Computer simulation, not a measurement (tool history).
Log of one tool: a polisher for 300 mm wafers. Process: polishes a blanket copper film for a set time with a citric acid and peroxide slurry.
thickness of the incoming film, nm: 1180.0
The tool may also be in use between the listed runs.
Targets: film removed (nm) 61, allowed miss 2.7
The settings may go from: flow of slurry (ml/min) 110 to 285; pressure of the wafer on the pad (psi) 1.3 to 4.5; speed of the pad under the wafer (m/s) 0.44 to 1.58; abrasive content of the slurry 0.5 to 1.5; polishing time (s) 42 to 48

| run | hour | flow of slurry (ml/min) | pressure of the wafer on the pad (psi) | speed of the pad under the wafer (m/s) | abrasive content of the slurry | polishing time (s) | film removed (nm) |
|---|---|---|---|---|---|---|---|
| 1 | 0 | 180 | 2.9 | 1 | 1 | 48 | 125.21 |
| 2 | 8 | 180 | 2.9 | 0.88 | 1 | 48 | 112.59 |
| 3 | 15.1 | 220 | 2.9 | 0.88 | 1 | 48 | 114.88 |
| 4 | 23.5 | 220 | 2.9 | 1 | 1 | 48 | 129.48 |
| 5 | 29.3 | 220 | 2.9 | 1 | 1 | 42 | 113.81 |
| 6 | 31.6 | 220 | 2.9 | 1 | 0.85 | 42 | 108.44 |
| 7 | 39.4 | 220 | 2.7 | 1 | 0.85 | 42 | 99.829 |
| 8 | 41.8 | 215 | 1.9 | 0.96 | 0.85 | 42 | 72.922 |
| 9 | 45.1 | 215 | 1.8 | 0.96 | 0.85 | 42 | 68.511 |

Which of these 5 next moves meets every target?
| A | 48.4 | 215 | 1.8 | 0.82 | 0.8 | 42 | ? |
| B | 48.4 | 245 | 1.5 | 1.06 | 1.05 | 43 | ? |
| C | 48.4 | 220 | 1.8 | 1.04 | 0.75 | 44 | ? |
| D | 48.4 | 240 | 1.7 | 1.04 | 0.85 | 48 | ? |
| E | 48.4 | 235 | 1.4 | 1 | 0.65 | 42 | ? |

| move | film removed (nm) |
|---|---|
| A | 60.476 |
| B | 72.001 |
| C | 75.705 |
| D | 82.341 |
| E | 55.561 |
A: meets every target
B: further off than the last run
C: further off than the last run
D: further off than the last run
E: takes the result that was furthest off past its target
The right move is A.

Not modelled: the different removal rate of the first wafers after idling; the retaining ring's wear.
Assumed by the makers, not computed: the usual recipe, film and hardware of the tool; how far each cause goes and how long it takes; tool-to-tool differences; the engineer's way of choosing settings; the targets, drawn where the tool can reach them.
